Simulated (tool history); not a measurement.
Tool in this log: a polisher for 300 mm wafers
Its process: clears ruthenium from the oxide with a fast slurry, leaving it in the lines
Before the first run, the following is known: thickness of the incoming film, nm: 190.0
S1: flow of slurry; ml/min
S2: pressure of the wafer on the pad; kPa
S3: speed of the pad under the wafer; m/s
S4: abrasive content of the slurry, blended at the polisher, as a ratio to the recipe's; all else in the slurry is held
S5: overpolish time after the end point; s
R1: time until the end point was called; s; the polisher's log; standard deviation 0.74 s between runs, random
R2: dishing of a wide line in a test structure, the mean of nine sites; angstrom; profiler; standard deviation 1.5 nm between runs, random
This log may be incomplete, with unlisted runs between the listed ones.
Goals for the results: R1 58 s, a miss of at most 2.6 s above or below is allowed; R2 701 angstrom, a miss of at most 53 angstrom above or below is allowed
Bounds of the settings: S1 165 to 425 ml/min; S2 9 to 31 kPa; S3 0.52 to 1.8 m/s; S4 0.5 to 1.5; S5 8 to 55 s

{"run": 1, "hour": 0.0, "S1": 275, "S2": 20, "S3": 1.16, "S4": 1, "S5": 28, "R1": 38.014, "R2": 901.9}
{"run": 2, "hour": 5.4, "S1": 275, "S2": 17.2, "S3": 1.16, "S4": 1, "S5": 29, "R1": 43.215, "R2": 830.14}
{"run": 3, "hour": 10.2, "S1": 275, "S2": 15.2, "S3": 1.16, "S4": 1, "S5": 30, "R1": 48.824, "R2": 773.4}
{"run": 4, "hour": 14.3, "S1": 275, "S2": 13.8, "S3": 1.16, "S4": 1, "S5": 31, "R1": 53.096, "R2": 730.91}
{"run": 5, "hour": 19.0, "S1": 220, "S2": 13.8, "S3": 1.16, "S4": 1, "S5": 31, "R1": 53.841, "R2": 735.34}
{"run": 6, "hour": 21.9, "S1": 220, "S2": 15.9, "S3": 1.16, "S4": 1, "S5": 31, "R1": 48.423, "R2": 796.81}
{"run": 7, "hour": 22.8, "S1": 220, "S2": 14.5, "S3": 1.16, "S4": 1, "S5": 31, "R1": 51.202, "R2": 728.21}
{"run": 8, "hour": 26.8, "S1": 220, "S2": 13.8, "S3": 1.16, "S4": 1, "S5": 32, "R1": 54.574, "R2": 757.11}

Below are 5 possible settings for the next run. Only one of them brings all results inside the allowed miss of their targets. Which is it?
{"run": "A", "hour": 30.8, "S1": 215, "S2": 13.8, "S3": 1.28, "S4": 1.1, "S5": 25, "R1": "?", "R2": "?"}
{"run": "B", "hour": 30.8, "S1": 250, "S2": 14.5, "S3": 1.26, "S4": 0.9, "S5": 24, "R1": "?", "R2": "?"}
{"run": "C", "hour": 30.8, "S1": 250, "S2": 11.7, "S3": 1.34, "S4": 1.15, "S5": 30, "R1": "?", "R2": "?"}
{"run": "D", "hour": 30.8, "S1": 260, "S2": 11, "S3": 1.32, "S4": 1, "S5": 32, "R1": "?", "R2": "?"}
{"run": "E", "hour": 30.8, "S1": 170, "S2": 11.7, "S3": 1.2, "S4": 1.25, "S5": 45, "R1": "?", "R2": "?"}

move=A R1=46.891 R2=672.09
move=B R1=48.408 R2=631.38
move=C R1=50.1 R2=741.54
move=D R1=56.014 R2=712.74
move=E R1=56.117 R2=940.57
A: lands further from the targets than the last run did
B: lands further from the targets than the last run did
C: lands further from the targets than the last run did
D: hits every target within its allowed miss
E: meets the target for the result that was furthest off, but another lies outside its allowed miss
The right move is D.
